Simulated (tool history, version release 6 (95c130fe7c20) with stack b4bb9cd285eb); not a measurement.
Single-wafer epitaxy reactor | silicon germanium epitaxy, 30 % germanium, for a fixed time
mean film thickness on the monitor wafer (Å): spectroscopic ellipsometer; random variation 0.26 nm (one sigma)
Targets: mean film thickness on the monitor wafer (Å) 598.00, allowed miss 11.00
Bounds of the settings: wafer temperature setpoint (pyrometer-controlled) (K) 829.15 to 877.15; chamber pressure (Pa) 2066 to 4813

| run | hour | wafer temperature setpoint (pyrometer-controlled) (K) | chamber pressure (Pa) | mean film thickness on the monitor wafer (Å) |
|---|---|---|---|---|
| 1 | 0.0 | 853.15 | 3440 | 432.31 |
| 2 | 6.3 | 853.15 | 2853 | 397.32 |
| 3 | 6.8 | 858.15 | 2866 | 432.07 |
| 4 | 10.2 | 863.15 | 2880 | 473.98 |
| 5 | 13.6 | 863.15 | 2440 | 437.90 |
| 6 | 19.1 | 863.15 | 2106 | 407.05 |
| 7 | 25.9 | 875.15 | 2800 | 563.41 |
| 8 | 26.7 | 876.15 | 2840 | 580.95 |
| 9 | 30.7 | 876.15 | 2853 | 580.26 |
| 10 | 34.6 | 876.15 | 2880 | 586.01 |

Which of these 4 next moves meets every target?
| A | 38.5 | 872.15 | 3586 | ? |
| B | 38.5 | 877.15 | 2680 | ? |
| C | 38.5 | 873.15 | 3160 | ? |
| D | 38.5 | 874.15 | 3000 | ? |

| move | mean film thickness on the monitor wafer (Å) |
|---|---|
| A | 597.27 |
| B | 568.05 |
| C | 573.81 |
| D | 569.71 |
A: meets every target
B: further off than the last run
C: further off than the last run
D: further off than the last run
Answer: A

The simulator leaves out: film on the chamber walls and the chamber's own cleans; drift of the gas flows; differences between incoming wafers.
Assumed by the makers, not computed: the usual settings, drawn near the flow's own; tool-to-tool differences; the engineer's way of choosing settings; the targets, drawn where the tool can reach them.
